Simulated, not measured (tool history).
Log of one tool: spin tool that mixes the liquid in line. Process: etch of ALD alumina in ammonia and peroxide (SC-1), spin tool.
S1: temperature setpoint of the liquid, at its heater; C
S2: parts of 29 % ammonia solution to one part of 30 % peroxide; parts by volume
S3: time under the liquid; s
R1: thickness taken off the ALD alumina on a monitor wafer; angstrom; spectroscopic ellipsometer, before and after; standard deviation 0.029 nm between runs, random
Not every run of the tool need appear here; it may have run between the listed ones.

Run 1, hour 0: S1 52 C, S2 0.5 parts by volume, S3 95 s. Result: R1 50.765 angstrom.
Run 2, hour 3: S1 53.5 C, S2 0.5 parts by volume, S3 95 s. Result: R1 55.37 angstrom.
Run 3, hour 6.2: S1 53.5 C, S2 0.35 parts by volume, S3 95 s. Result: R1 53.444 angstrom.
Run 4, hour 12.7: S1 53.5 C, S2 0.5 parts by volume, S3 95 s. Result: R1 55.362 angstrom.
Run 5, hour 13.9: S1 50 C, S2 0.5 parts by volume, S3 95 s. Result: R1 45.693 angstrom.
Run 6, hour 21.8: S1 44.5 C, S2 0.5 parts by volume, S3 95 s. Result: R1 33.602 angstrom.
Run 7, hour 23.5: S1 48 C, S2 0.5 parts by volume, S3 95 s. Result: R1 41.012 angstrom.
Run 8, hour 32.5: S1 50.5 C, S2 0.5 parts by volume, S3 95 s. Result: R1 47.297 angstrom.
Run 9, hour 33.1: S1 52.5 C, S2 0.5 parts by volume, S3 95 s. Result: R1 52.311 angstrom.
Run 10, hour 38.8: S1 54 C, S2 0.5 parts by volume, S3 95 s. Result: R1 56.319 angstrom.

Predict the results of run 11:
Run 11, hour 46: S1 55 C, S2 0.5 parts by volume, S3 95 s. Result: R1 ?.

R1: 60.14 angstrom

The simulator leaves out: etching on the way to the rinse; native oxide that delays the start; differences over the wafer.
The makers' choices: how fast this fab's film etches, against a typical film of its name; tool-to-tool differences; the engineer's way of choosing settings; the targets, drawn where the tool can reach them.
